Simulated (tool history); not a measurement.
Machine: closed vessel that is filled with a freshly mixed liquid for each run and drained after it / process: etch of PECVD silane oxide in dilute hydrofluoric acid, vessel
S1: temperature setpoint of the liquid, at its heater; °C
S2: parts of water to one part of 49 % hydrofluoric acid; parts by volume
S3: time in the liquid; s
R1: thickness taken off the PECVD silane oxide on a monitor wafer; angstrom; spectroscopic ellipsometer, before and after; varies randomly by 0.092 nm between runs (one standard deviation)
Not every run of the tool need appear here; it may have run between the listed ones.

Run 1, hour 0.0: S1 23.0 °C, S2 110 parts by volume, S3 30 s. Result: R1 66.255 angstrom.
Run 2, hour 2.1: S1 24.0 °C, S2 105 parts by volume, S3 30 s. Result: R1 73.243 angstrom.
Run 3, hour 5.4: S1 25.0 °C, S2 100 parts by volume, S3 30 s. Result: R1 81.157 angstrom.
Run 4, hour 9.3: S1 25.5 °C, S2 95 parts by volume, S3 30 s. Result: R1 87.086 angstrom.
Run 5, hour 17.7: S1 28.5 °C, S2 95 parts by volume, S3 30 s. Result: R1 98.442 angstrom.
Run 6, hour 25.7: S1 29.0 °C, S2 90 parts by volume, S3 30 s. Result: R1 105.310 angstrom.

The next listed run, before its measurement:
Run 7, hour 32.7: S1 30.0 °C, S2 75 parts by volume, S3 30 s. Result: R1 ?.

{"run 7": {"R1": 135.63}}
